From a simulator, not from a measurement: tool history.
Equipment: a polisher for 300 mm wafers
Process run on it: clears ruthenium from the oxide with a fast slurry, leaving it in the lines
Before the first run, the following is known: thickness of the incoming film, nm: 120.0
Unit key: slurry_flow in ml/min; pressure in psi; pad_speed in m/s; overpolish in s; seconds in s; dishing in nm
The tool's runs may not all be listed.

run  hour  slurry_flow  pressure  pad_speed  slurry_solids  overpolish  seconds  dishing
  1   0.0          190       2.2       1.14            1.0          11   35.513   31.381
  2   3.1          190       2.0       1.14            1.0          11   39.106   29.484
  3   8.1          190       1.8       1.14            1.0          11   39.923   27.135
  4  16.7          190       1.8       1.14            1.0           9   41.220   24.203
  5  25.2          190       1.8       1.14            1.0          14   41.106   33.799
  6  27.0          190       1.6       1.14            1.0          14   42.690   31.225
  7  31.4          190       1.4       1.12            1.0          14   46.379   28.470

Predict the results of run 8:
  8  34.8          190       1.3       1.10            1.0          14        ?        ?

Run 8 yielded seconds 47.760 s, dishing 29.370 nm.

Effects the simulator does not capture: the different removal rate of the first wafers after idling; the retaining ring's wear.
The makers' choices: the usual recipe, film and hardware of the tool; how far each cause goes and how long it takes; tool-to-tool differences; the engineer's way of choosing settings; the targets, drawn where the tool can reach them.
